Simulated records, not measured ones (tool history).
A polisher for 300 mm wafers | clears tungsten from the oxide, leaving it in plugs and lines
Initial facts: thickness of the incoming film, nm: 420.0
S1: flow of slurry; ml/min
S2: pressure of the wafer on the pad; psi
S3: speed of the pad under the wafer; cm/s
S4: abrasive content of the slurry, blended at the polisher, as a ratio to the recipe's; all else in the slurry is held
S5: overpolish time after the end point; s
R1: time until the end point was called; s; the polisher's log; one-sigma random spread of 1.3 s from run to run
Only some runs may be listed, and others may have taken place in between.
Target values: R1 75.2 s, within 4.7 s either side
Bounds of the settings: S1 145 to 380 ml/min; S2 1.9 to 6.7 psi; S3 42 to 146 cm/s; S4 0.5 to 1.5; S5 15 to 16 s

run 1 hour=0 | S1=245 S2=4.3 S3=94 S4=1 S5=15 | R1=92.011
run 2 hour=2.7 | S1=245 S2=4.6 S3=94 S4=1 S5=15 | R1=90.327
run 3 hour=4.2 | S1=245 S2=4.6 S3=94 S4=1 S5=16 | R1=89.567
run 4 hour=5.5 | S1=245 S2=4.6 S3=72 S4=1 S5=16 | R1=116.87
run 5 hour=8.1 | S1=245 S2=5.2 S3=74 S4=1 S5=16 | R1=100.63
run 6 hour=16.8 | S1=245 S2=6.1 S3=74 S4=1 S5=16 | R1=88.63
run 7 hour=17.3 | S1=245 S2=6.3 S3=76 S4=1 S5=16 | R1=86.711
run 8 hour=22.4 | S1=245 S2=6.4 S3=78 S4=1 S5=16 | R1=79.737

4 candidate next runs follow, results not yet known. Just one meets every target within its allowed miss. Identify it.
run A hour=27.5 | S1=305 S2=5.2 S3=80 S4=1.25 S5=16 | R1=?
run B hour=27.5 | S1=295 S2=5.4 S3=72 S4=1.35 S5=15 | R1=?
run C hour=27.5 | S1=265 S2=6.5 S3=80 S4=1.1 S5=16 | R1=?
run D hour=27.5 | S1=285 S2=6.7 S3=64 S4=1.15 S5=16 | R1=?

move=A R1=88.195
move=B R1=92.548
move=C R1=75.856
move=D R1=89.301
A: moves away from the targets compared with the last run
B: moves away from the targets compared with the last run
C: all results in spec
D: moves away from the targets compared with the last run
The move that meets every target is C.
